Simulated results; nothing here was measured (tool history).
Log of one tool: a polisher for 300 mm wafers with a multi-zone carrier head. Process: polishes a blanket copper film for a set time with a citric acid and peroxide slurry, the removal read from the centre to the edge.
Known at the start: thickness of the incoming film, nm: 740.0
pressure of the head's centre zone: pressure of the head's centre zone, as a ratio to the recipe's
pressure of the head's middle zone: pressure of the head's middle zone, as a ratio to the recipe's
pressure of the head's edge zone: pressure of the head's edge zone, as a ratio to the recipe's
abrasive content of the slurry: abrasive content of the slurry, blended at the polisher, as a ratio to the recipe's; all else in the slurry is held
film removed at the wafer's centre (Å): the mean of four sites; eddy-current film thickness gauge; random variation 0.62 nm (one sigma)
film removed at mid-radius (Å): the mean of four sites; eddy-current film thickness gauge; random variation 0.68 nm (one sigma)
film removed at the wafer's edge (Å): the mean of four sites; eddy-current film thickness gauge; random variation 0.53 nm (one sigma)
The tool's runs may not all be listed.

run,hour,flow of slurry (ml/min),pressure of the head's centre zone,pressure of the head's middle zone,pressure of the head's edge zone,abrasive content of the slurry,polishing time (s),film removed at the wafer's centre (Å),film removed at mid-radius (Å),film removed at the wafer's edge (Å)
1,0.0,305,1.00,1.00,1.00,1.00,52,1095.40,1067.90,1066.90
2,5.2,305,1.00,1.00,1.03,1.00,52,1105.50,1072.90,1081.70
3,6.0,305,0.93,1.00,1.03,1.00,52,996.31,1061.10,1105.00
4,11.3,305,0.93,1.06,1.03,1.00,52,998.36,1164.20,1086.90
5,17.5,300,0.93,1.01,0.99,0.85,43,817.65,868.77,872.46
6,19.5,295,0.92,0.98,0.96,0.75,37,695.03,716.84,723.86
7,21.6,295,0.92,0.98,0.96,0.75,37,675.58,718.23,723.16

What does the tool deliver on the next run?
8,30.1,280,0.93,0.88,0.91,0.50,26,?,?,?

Run 8 came out at film removed at the wafer's centre (Å) 446.68, film removed at mid-radius (Å) 439.24, film removed at the wafer's edge (Å) 467.39.
